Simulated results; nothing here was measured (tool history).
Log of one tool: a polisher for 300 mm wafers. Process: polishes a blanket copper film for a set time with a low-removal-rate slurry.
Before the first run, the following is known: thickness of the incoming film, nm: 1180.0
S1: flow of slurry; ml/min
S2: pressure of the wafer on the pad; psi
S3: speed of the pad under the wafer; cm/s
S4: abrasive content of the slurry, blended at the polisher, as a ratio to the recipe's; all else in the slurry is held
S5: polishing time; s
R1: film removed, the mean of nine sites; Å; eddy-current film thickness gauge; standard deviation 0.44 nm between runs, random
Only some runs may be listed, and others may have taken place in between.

run 1 hour=0 | S1=210 S2=2 S3=82 S4=1 S5=42 | R1=562.12
run 2 hour=2.3 | S1=180 S2=2 S3=82 S4=1 S5=42 | R1=564.35
run 3 hour=8.5 | S1=215 S2=2 S3=82 S4=1 S5=42 | R1=567.25
run 4 hour=11.6 | S1=215 S2=1.7 S3=82 S4=1 S5=42 | R1=471.05
run 5 hour=17.4 | S1=215 S2=1.5 S3=82 S4=1 S5=42 | R1=421.24
run 6 hour=25 | S1=175 S2=1.5 S3=82 S4=1 S5=42 | R1=413.11

Run 7 comes next. What will it give?
run 7 hour=33.8 | S1=175 S2=1.4 S3=82 S4=1 S5=42 | R1=?

{"run 7": {"R1": 386.52}}
